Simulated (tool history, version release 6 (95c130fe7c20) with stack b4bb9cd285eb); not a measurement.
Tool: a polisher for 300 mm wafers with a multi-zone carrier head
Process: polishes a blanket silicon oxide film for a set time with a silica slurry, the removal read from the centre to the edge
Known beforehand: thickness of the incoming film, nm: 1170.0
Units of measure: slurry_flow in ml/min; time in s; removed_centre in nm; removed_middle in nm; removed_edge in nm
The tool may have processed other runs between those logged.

run	day	slurry_flow	centre_zone	middle_zone	edge_zone	slurry_solids	time	removed_centre	removed_middle	removed_edge
1	0.000	135	1.00	1.00	1.00	1.00	67	140.29	137.53	141.49
2	0.275	135	1.00	1.00	1.00	1.00	51	107.39	104.98	109.96
3	0.346	145	1.02	1.01	1.03	1.10	54	121.27	121.66	122.43
4	0.712	145	1.02	1.01	1.03	1.20	54	127.48	124.88	127.61
5	0.996	145	1.02	1.01	1.10	1.20	54	126.15	120.91	132.03
6	1.138	145	1.02	1.01	1.10	1.00	54	119.88	114.04	122.48
7	1.279	150	1.04	1.01	1.11	1.10	57	135.20	124.58	136.24
8	1.638	155	1.05	1.02	1.12	1.15	59	143.66	135.72	144.63

What does the tool deliver on the next run?
9	1.992	160	1.07	1.02	1.13	1.20	61	?	?	?

Run 9 measured removed_centre 154.33 nm, removed_middle 143.44 nm, removed_edge 151.49 nm.
